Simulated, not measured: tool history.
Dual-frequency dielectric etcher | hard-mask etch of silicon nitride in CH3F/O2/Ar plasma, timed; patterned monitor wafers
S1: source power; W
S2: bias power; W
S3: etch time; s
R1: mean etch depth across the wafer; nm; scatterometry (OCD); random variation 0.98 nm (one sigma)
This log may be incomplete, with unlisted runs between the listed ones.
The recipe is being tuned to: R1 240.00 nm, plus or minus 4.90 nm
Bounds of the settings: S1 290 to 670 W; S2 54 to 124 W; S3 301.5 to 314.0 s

run 1 hour=0.0 | S1=480 S2=89 S3=301.5 | R1=260.59
run 2 hour=6.2 | S1=450 S2=89 S3=301.5 | R1=255.42
run 3 hour=10.6 | S1=530 S2=89 S3=301.5 | R1=267.75
run 4 hour=17.2 | S1=530 S2=89 S3=301.5 | R1=266.81
run 5 hour=24.3 | S1=500 S2=87 S3=301.5 | R1=262.92
run 6 hour=26.5 | S1=470 S2=85 S3=301.5 | R1=253.96
run 7 hour=34.1 | S1=450 S2=84 S3=301.5 | R1=249.78
run 8 hour=36.6 | S1=450 S2=84 S3=301.5 | R1=250.77

Pick the move, out of 4, that brings all results within their allowed miss; only one does.
run A hour=39.1 | S1=460 S2=86 S3=301.5 | R1=?
run B hour=39.1 | S1=490 S2=86 S3=301.5 | R1=?
run C hour=39.1 | S1=420 S2=76 S3=304.0 | R1=?
run D hour=39.1 | S1=470 S2=90 S3=301.5 | R1=?

move=A R1=255.97
move=B R1=260.45
move=C R1=242.17
move=D R1=261.29
A: moves away from the targets compared with the last run
B: moves away from the targets compared with the last run
C: all results land within tolerance of their targets
D: moves away from the targets compared with the last run
Go with C: it meets all targets.

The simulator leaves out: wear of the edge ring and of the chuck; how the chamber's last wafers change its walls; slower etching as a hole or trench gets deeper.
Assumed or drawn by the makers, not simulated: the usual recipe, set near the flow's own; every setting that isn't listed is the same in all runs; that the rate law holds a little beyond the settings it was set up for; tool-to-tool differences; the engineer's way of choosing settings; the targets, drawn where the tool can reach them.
